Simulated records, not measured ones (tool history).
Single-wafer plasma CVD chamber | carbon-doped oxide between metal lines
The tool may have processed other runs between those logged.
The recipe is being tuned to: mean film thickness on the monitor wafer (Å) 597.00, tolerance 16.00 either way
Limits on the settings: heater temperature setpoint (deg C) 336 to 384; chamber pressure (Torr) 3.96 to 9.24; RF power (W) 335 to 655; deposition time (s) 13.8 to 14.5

| run | hour | heater temperature setpoint (deg C) | chamber pressure (Torr) | RF power (W) | deposition time (s) | mean film thickness on the monitor wafer (Å) |
|---|---|---|---|---|---|---|
| 1 | 0.0 | 360 | 6.60 | 495 | 14.5 | 688.09 |
| 2 | 2.4 | 366 | 6.60 | 495 | 14.5 | 675.30 |
| 3 | 5.6 | 366 | 6.60 | 550 | 14.5 | 717.61 |
| 4 | 7.0 | 366 | 6.03 | 550 | 14.5 | 711.34 |
| 5 | 12.5 | 366 | 6.74 | 550 | 14.5 | 718.65 |
| 6 | 19.7 | 366 | 6.74 | 550 | 14.5 | 717.31 |
| 7 | 27.3 | 369 | 6.52 | 470 | 13.9 | 620.72 |
| 8 | 34.0 | 369 | 6.49 | 470 | 13.9 | 619.48 |
| 9 | 41.2 | 369 | 6.47 | 470 | 13.9 | 618.77 |
| 10 | 48.0 | 369 | 6.44 | 470 | 13.9 | 620.55 |
| 11 | 52.3 | 369 | 6.41 | 470 | 13.9 | 617.82 |
| 12 | 54.8 | 369 | 6.38 | 470 | 13.9 | 616.31 |
| 13 | 63.4 | 369 | 6.35 | 470 | 13.9 | 616.09 |
| 14 | 67.4 | 369 | 6.32 | 470 | 13.9 | 616.98 |

Exactly one of the 5 candidate moves below puts every result within its allowed miss. Which one?
| A | 71.4 | 365 | 6.06 | 480 | 14.5 | ? |
| B | 71.4 | 370 | 6.11 | 460 | 14.5 | ? |
| C | 71.4 | 378 | 6.81 | 465 | 13.8 | ? |
| D | 71.4 | 368 | 5.81 | 505 | 14.1 | ? |
| E | 71.4 | 368 | 6.04 | 485 | 14.3 | ? |

| move | mean film thickness on the monitor wafer (Å) |
|---|---|
| A | 655.15 |
| B | 630.52 |
| C | 597.89 |
| D | 649.10 |
| E | 644.77 |
A: its largest miss is bigger than the last run's
B: its largest miss is bigger than the last run's
C: in spec on every target
D: its largest miss is bigger than the last run's
E: its largest miss is bigger than the last run's
The right move is C.
